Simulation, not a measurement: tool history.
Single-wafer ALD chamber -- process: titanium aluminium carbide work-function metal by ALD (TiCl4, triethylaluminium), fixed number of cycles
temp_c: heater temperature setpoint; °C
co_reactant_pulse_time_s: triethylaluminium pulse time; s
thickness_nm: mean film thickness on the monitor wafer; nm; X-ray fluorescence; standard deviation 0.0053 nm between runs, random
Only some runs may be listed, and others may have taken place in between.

{"run": 1, "day": 0.0, "temp_c": 280, "co_reactant_pulse_time_s": 9.15, "thickness_nm": 1.7662}
{"run": 2, "day": 0.358, "temp_c": 272, "co_reactant_pulse_time_s": 9.15, "thickness_nm": 1.7067}
{"run": 3, "day": 0.662, "temp_c": 280, "co_reactant_pulse_time_s": 9.15, "thickness_nm": 1.7656}
{"run": 4, "day": 0.912, "temp_c": 274, "co_reactant_pulse_time_s": 9.15, "thickness_nm": 1.7208}
{"run": 5, "day": 1.25, "temp_c": 274, "co_reactant_pulse_time_s": 7.31, "thickness_nm": 1.6594}
{"run": 6, "day": 1.571, "temp_c": 281, "co_reactant_pulse_time_s": 7.31, "thickness_nm": 1.7177}
{"run": 7, "day": 1.638, "temp_c": 283, "co_reactant_pulse_time_s": 7.64, "thickness_nm": 1.7524}
{"run": 8, "day": 1.771, "temp_c": 285, "co_reactant_pulse_time_s": 7.84, "thickness_nm": 1.7702}
{"run": 9, "day": 2.125, "temp_c": 285, "co_reactant_pulse_time_s": 7.84, "thickness_nm": 1.7704}
{"run": 10, "day": 2.304, "temp_c": 285, "co_reactant_pulse_time_s": 7.84, "thickness_nm": 1.7681}

Estimate the outcome of run 11 from the log above:
{"run": 11, "day": 2.496, "temp_c": 287, "co_reactant_pulse_time_s": 8.08, "thickness_nm": "?"}

{"run 11": {"thickness_nm": 1.7937}}

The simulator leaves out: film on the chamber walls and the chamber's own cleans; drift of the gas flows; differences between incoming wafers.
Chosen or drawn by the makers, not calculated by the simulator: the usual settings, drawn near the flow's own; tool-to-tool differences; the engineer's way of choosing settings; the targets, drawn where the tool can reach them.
